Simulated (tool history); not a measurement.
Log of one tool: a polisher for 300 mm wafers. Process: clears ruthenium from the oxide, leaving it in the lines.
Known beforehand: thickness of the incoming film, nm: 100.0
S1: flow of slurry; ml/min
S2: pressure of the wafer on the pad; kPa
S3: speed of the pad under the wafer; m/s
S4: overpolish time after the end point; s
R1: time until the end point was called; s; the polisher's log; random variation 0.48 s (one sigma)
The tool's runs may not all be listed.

run 1 hour=0 | S1=195 S2=11.7 S3=0.96 S4=8 | R1=91.398
run 2 hour=5.6 | S1=170 S2=11.7 S3=0.96 S4=8 | R1=93.718
run 3 hour=12.1 | S1=175 S2=12.4 S3=0.96 S4=8 | R1=88.934
run 4 hour=12.9 | S1=180 S2=13.1 S3=0.96 S4=8 | R1=84.332
run 5 hour=17.2 | S1=180 S2=13.1 S3=0.84 S4=8 | R1=94.999
run 6 hour=22 | S1=180 S2=11.7 S3=0.84 S4=8 | R1=105.85
run 7 hour=23.5 | S1=185 S2=12.4 S3=0.86 S4=8 | R1=97.898

Expected results for the next run?
run 8 hour=31.3 | S1=200 S2=15.9 S3=1.02 S4=8 | R1=?

R1: 64.334 s

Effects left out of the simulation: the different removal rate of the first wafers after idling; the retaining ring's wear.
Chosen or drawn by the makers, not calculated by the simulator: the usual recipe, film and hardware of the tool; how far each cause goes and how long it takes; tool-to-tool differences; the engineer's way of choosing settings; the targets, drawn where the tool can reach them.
